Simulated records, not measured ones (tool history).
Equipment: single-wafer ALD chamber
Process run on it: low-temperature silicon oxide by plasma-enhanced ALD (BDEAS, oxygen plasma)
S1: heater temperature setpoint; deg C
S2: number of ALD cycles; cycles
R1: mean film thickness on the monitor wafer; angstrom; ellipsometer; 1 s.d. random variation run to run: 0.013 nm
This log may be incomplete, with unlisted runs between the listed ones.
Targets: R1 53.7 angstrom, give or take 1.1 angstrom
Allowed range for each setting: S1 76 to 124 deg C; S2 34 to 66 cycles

run,day,S1,S2,R1
1,0,100,50,72.738
2,0.308,91,50,74.634
3,0.604,91,53,78.855
4,0.975,95,48,70.291
5,1.333,98,45,65.628
6,1.446,101,43,62.225
7,1.708,103,41,59.168
# day 2.062: thermocouple changed; heater temperature recalibrated
8,2.062,105,40,58.007
9,2.221,106,39,56.658
10,2.446,107,38,55.255
11,2.608,108,38,54.912
12,2.654,109,38,54.683
13,2.679,109,38,54.781

Pick the move, out of 4, that brings all results within their allowed miss; only one does.
A,2.704,108,39,?
B,2.704,118,40,?
C,2.704,110,39,?
D,2.704,119,38,?

move,R1
A,56.247
B,56.522
C,56.019
D,53.585
A: the biggest miss grows against the last run
B: the biggest miss grows against the last run
C: the biggest miss grows against the last run
D: all results in spec
Move D is the one to make.
